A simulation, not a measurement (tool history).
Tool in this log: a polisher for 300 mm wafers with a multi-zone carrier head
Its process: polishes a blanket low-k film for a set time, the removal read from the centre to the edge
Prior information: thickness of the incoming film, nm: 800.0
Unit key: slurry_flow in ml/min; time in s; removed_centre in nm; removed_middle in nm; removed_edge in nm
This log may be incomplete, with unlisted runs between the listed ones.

Run 1, hour 0: slurry_flow 280 ml/min, centre_zone 1, middle_zone 1, edge_zone 1, slurry_solids 1, time 68 s. Result: removed_centre 21.175 nm, removed_middle 18.833 nm, removed_edge 18.869 nm.
Run 2, hour 4.7: slurry_flow 275 ml/min, centre_zone 0.97, middle_zone 0.99, edge_zone 0.98, slurry_solids 0.95, time 68 s. Result: removed_centre 19.631 nm, removed_middle 18.159 nm, removed_edge 18.123 nm.
Run 3, hour 10.6: slurry_flow 270 ml/min, centre_zone 0.95, middle_zone 0.98, edge_zone 0.95, slurry_solids 0.9, time 68 s. Result: removed_centre 19.142 nm, removed_middle 17.636 nm, removed_edge 17.347 nm.
Run 4, hour 19.2: slurry_flow 265 ml/min, centre_zone 0.92, middle_zone 0.97, edge_zone 0.94, slurry_solids 0.85, time 68 s. Result: removed_centre 18.07 nm, removed_middle 16.966 nm, removed_edge 16.728 nm.
Run 5, hour 26.3: slurry_flow 265 ml/min, centre_zone 0.92, middle_zone 0.97, edge_zone 0.94, slurry_solids 1, time 68 s. Result: removed_centre 19.478 nm, removed_middle 18.533 nm, removed_edge 18.167 nm.
Run 6, hour 33: slurry_flow 265 ml/min, centre_zone 0.87, middle_zone 0.97, edge_zone 0.94, slurry_solids 1, time 68 s. Result: removed_centre 18.485 nm, removed_middle 18.35 nm, removed_edge 18.031 nm.
Run 7, hour 36.7: slurry_flow 240 ml/min, centre_zone 0.81, middle_zone 0.94, edge_zone 0.84, slurry_solids 0.75, time 67 s. Result: removed_centre 14.241 nm, removed_middle 14.849 nm, removed_edge 14.474 nm.

What will run 8 give?
Run 8, hour 41.6: slurry_flow 250 ml/min, centre_zone 0.82, middle_zone 0.94, edge_zone 0.85, slurry_solids 0.75, time 67 s. Result: removed_centre ?, removed_middle ?, removed_edge ?.

{"run 8": {"removed_centre": 14.391, "removed_middle": 14.969, "removed_edge": 14.438}}
